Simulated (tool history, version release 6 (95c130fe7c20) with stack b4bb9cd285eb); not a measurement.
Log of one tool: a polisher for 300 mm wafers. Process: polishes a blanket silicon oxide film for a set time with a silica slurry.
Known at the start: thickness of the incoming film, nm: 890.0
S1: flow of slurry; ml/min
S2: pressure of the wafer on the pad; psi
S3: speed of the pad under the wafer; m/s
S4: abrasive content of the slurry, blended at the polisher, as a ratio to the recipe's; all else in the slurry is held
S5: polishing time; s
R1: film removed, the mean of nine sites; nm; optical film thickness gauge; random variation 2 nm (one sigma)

run,hour,S1,S2,S3,S4,S5,R1
1,0.0,200,5.5,1.14,1.00,67,299.21
2,1.3,200,5.0,1.14,1.00,67,274.98
3,6.2,200,5.0,1.14,1.00,67,273.34
4,14.1,200,5.0,1.14,1.10,67,284.47
5,19.7,200,5.0,1.14,1.25,67,291.60
6,24.4,230,5.0,1.14,1.25,67,294.46
7,28.3,230,4.5,1.14,1.25,67,262.96

The next listed run, before its measurement:
8,29.5,220,3.0,1.12,1.25,67,?

Run 8 gave R1 179.29 nm.

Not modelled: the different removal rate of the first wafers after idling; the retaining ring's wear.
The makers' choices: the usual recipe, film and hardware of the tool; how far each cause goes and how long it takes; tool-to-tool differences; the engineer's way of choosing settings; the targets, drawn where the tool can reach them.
